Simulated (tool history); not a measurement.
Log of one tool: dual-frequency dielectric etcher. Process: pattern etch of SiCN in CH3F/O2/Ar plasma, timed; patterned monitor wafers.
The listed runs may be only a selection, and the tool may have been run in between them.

| run | hour | source power (W) | bias power (W) | etch time (s) | mean etch depth across the wafer (Å) |
|---|---|---|---|---|---|
| 1 | 0.0 | 320 | 77 | 82.0 | 307.25 |
| 2 | 5.1 | 300 | 73 | 82.0 | 292.47 |
| 3 | 8.3 | 300 | 73 | 86.0 | 302.98 |
| 4 | 15.8 | 290 | 70 | 86.0 | 294.68 |
| 5 | 16.6 | 290 | 78 | 86.0 | 308.26 |
| 6 | 22.2 | 280 | 75 | 85.5 | 296.92 |
| 7 | 29.2 | 270 | 72 | 85.5 | 283.76 |
| 8 | 34.9 | 260 | 71 | 85.5 | 278.88 |
| 9 | 39.6 | 250 | 69 | 85.5 | 269.87 |
| 10 | 40.6 | 240 | 68 | 85.5 | 261.02 |

Run 11, settings as shown, results not yet in. Your forecast:
| 11 | 43.0 | 190 | 56 | 85.0 | ? |

Run 11 measured mean etch depth across the wafer (Å) 208.76.

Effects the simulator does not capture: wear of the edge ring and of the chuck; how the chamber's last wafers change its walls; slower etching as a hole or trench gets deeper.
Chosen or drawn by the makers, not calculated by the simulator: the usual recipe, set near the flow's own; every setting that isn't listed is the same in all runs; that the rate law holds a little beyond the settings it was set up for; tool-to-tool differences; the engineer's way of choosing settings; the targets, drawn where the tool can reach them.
